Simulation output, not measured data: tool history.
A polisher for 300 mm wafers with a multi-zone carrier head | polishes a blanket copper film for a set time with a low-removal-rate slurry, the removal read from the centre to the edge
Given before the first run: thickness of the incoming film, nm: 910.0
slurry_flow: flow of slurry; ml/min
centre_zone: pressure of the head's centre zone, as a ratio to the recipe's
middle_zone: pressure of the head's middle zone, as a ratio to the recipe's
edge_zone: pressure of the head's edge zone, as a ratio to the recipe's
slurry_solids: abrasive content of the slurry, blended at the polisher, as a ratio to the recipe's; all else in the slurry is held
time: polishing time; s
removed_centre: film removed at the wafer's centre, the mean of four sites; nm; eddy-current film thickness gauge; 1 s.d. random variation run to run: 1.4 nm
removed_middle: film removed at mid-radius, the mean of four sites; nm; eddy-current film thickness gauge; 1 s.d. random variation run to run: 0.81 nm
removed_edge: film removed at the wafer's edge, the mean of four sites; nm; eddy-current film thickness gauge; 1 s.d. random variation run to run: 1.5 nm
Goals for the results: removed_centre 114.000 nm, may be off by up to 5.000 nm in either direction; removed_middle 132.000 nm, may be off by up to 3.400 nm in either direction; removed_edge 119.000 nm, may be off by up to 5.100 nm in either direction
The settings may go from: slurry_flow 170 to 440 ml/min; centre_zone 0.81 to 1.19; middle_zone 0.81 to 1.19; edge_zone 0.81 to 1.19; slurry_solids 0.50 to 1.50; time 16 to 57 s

| run | hour | slurry_flow | centre_zone | middle_zone | edge_zone | slurry_solids | time | removed_centre | removed_middle | removed_edge |
|---|---|---|---|---|---|---|---|---|---|---|
| 1 | 0.0 | 280 | 1.00 | 1.00 | 1.00 | 1.00 | 36 | 92.891 | 90.772 | 96.300 |
| 2 | 6.2 | 295 | 1.00 | 1.05 | 1.01 | 1.15 | 37 | 100.350 | 101.380 | 99.879 |
| 3 | 10.3 | 295 | 0.98 | 1.08 | 1.04 | 1.25 | 38 | 102.750 | 108.920 | 106.990 |
| 4 | 15.4 | 305 | 0.98 | 1.11 | 1.06 | 1.30 | 38 | 102.150 | 113.040 | 107.450 |
| 5 | 19.0 | 305 | 0.98 | 1.11 | 1.02 | 1.30 | 38 | 103.580 | 113.770 | 106.550 |
|  | 21.3 | centre zone pressure recalibrated |
| 6 | 21.3 | 310 | 0.98 | 1.13 | 1.04 | 1.35 | 39 | 102.230 | 119.160 | 111.970 |
| 7 | 28.1 | 310 | 1.01 | 1.14 | 1.04 | 1.40 | 39 | 107.750 | 120.990 | 114.490 |
| 8 | 29.0 | 320 | 1.02 | 1.15 | 1.03 | 1.45 | 39 | 109.450 | 123.510 | 113.880 |
| 9 | 31.1 | 325 | 1.03 | 1.16 | 1.03 | 1.45 | 39 | 111.440 | 124.190 | 116.170 |
| 10 | 36.7 | 330 | 1.03 | 1.17 | 1.02 | 1.45 | 39 | 110.550 | 125.340 | 111.960 |
| 11 | 42.7 | 330 | 1.03 | 1.18 | 1.03 | 1.45 | 39 | 109.460 | 126.750 | 115.580 |

Pick the move, out of 4, that brings all results within their allowed miss; only one does.
| A | 48.7 | 300 | 0.99 | 1.12 | 1.19 | 1.45 | 39 | ? | ? | ? |
| B | 48.7 | 315 | 1.10 | 1.19 | 0.94 | 1.50 | 36 | ? | ? | ? |
| C | 48.7 | 350 | 0.90 | 1.12 | 1.19 | 1.50 | 40 | ? | ? | ? |
| D | 48.7 | 380 | 1.00 | 1.15 | 0.99 | 1.50 | 41 | ? | ? | ? |

| move | removed_centre | removed_middle | removed_edge |
|---|---|---|---|
| A | 105.310 | 120.270 | 121.740 |
| B | 108.260 | 118.510 | 101.090 |
| C | 101.840 | 126.280 | 127.330 |
| D | 115.390 | 133.310 | 119.590 |
A: lands further from the targets than the last run did
B: lands further from the targets than the last run did
C: lands further from the targets than the last run did
D: all results land within tolerance of their targets
Go with D: it meets all targets.
